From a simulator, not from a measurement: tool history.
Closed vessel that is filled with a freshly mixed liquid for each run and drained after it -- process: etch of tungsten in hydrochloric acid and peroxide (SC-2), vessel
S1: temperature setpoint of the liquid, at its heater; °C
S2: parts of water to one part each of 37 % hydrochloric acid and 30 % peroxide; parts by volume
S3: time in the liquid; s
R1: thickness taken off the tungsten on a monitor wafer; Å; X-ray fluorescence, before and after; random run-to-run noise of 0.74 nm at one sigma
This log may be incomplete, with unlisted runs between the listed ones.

| run | day | S1 | S2 | S3 | R1 |
|---|---|---|---|---|---|
| 1 | 0 | 50 | 5.5 | 285 | 768.89 |
| 2 | 0.158 | 44 | 5.5 | 285 | 508.95 |
| 3 | 0.392 | 44 | 5.5 | 305 | 547.65 |
| 4 | 0.762 | 44 | 5.5 | 305 | 543.77 |
| 5 | 1.033 | 44 | 6.5 | 305 | 469.76 |
| 6 | 1.333 | 47 | 6.5 | 305 | 591.99 |
| 7 | 1.421 | 49 | 6.5 | 305 | 675.92 |
| 8 | 1.692 | 50.5 | 6.5 | 305 | 740.91 |
| 9 | 1.808 | 56.5 | 6.5 | 305 | 1095.2 |

Run 10 has not been measured yet. What should we expect?
| 10 | 2.021 | 56 | 6.5 | 305 | ? |

{"run 10": {"R1": 1059}}

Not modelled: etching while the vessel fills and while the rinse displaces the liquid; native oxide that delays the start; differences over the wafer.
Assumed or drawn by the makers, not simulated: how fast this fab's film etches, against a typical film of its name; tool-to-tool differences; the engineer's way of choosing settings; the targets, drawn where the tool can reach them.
